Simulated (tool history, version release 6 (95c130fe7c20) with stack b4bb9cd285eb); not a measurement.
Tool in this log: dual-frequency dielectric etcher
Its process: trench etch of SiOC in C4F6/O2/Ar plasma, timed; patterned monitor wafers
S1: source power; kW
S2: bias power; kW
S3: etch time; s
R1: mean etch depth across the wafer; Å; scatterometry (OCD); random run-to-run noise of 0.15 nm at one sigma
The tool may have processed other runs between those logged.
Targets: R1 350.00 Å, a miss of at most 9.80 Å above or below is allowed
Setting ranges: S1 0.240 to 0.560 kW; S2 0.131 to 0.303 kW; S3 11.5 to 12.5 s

run,hour,S1,S2,S3,R1
1,0.0,0.400,0.217,12.5,303.33
2,0.7,0.400,0.188,12.5,286.96
3,8.5,0.400,0.188,12.5,285.65
4,12.1,0.430,0.198,12.5,304.51
5,14.4,0.430,0.167,12.5,285.13
6,19.7,0.490,0.167,12.5,304.85
7,26.8,0.510,0.175,12.5,316.01
8,32.2,0.520,0.181,12.5,324.21
9,33.1,0.530,0.185,12.5,328.01
10,39.5,0.540,0.190,12.5,334.49
11,41.0,0.540,0.193,12.5,334.62
12,46.1,0.540,0.197,12.5,337.28

Pick the move, out of 4, that brings all results within their allowed miss; only one does.
A,51.2,0.550,0.249,12.0,?
B,51.2,0.560,0.219,11.5,?
C,51.2,0.540,0.193,12.0,?
D,51.2,0.540,0.209,12.0,?

move,R1
A,354.89
B,328.54
C,323.42
D,331.93
A: every result within its allowed miss
B: the biggest miss grows against the last run
C: the biggest miss grows against the last run
D: the biggest miss grows against the last run
A is the move that brings every result within its allowed miss.
